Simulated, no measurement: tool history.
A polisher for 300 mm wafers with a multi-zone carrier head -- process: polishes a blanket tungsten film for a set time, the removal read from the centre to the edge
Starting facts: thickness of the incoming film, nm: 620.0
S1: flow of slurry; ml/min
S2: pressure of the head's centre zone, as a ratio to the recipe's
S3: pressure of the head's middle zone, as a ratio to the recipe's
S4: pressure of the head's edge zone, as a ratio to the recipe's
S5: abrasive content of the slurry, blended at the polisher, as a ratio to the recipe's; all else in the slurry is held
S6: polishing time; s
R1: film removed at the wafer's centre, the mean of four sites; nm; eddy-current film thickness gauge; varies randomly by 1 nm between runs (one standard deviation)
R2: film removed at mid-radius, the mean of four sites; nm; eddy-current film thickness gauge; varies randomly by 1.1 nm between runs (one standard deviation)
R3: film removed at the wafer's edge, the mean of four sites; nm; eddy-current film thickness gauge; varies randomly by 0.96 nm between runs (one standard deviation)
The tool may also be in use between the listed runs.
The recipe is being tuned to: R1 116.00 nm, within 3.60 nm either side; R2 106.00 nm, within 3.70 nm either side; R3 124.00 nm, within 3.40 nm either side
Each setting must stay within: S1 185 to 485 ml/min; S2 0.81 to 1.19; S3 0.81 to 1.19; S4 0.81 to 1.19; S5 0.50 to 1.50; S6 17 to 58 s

run  hour   S1    S2    S3    S4    S5  S6      R1      R2      R3
  1   0.0  310  1.00  1.00  1.00  1.00  37  169.31  151.90  153.76
  2   6.7  310  1.00  1.00  1.00  0.85  37  162.07  149.02  148.25
  3   8.9  310  1.00  1.05  1.00  0.85  37  162.28  153.81  150.27
  4  17.6  310  1.00  0.98  1.00  0.85  37  164.30  144.77  149.01
  5  20.2  335  1.00  0.98  1.00  0.85  37  163.58  149.01  150.18
  6  22.3  335  1.00  0.91  1.00  0.85  37  162.60  135.71  150.62
  7  27.3  315  0.95  0.88  0.96  0.75  36  147.81  123.00  138.93
     31.1  -- centre zone pressure recalibrated
  8  31.1  310  0.91  0.87  0.96  0.65  35  127.98  118.44  134.05

Which single option among these 5 for the next run brings every result within its allowed miss of target? Just one does.
  A  34.9  190  0.88  0.84  0.98  0.55  35   ?   ?   ?
  B  34.9  230  0.86  1.09  1.02  0.55  34   ?   ?   ?
  C  34.9  265  0.88  0.99  0.99  0.90  33   ?   ?   ?
  D  34.9  335  0.98  0.82  0.96  0.55  34   ?   ?   ?
  E  34.9  325  0.81  0.93  0.98  0.70  32   ?   ?   ?

move      R1      R2      R3
   A  114.17  106.44  124.21
   B  111.82  131.11  124.37
   C  122.68  130.53  132.20
   D  125.96  106.65  124.22
   E  109.34  116.26  123.06
A: hits every target within its allowed miss
B: misses by more than the last run did
C: misses by more than the last run did
D: the worst result of the last run now meets its target, but another is out of spec
E: better than the last run, though not everything is in spec
A is the move that brings every result within its allowed miss.

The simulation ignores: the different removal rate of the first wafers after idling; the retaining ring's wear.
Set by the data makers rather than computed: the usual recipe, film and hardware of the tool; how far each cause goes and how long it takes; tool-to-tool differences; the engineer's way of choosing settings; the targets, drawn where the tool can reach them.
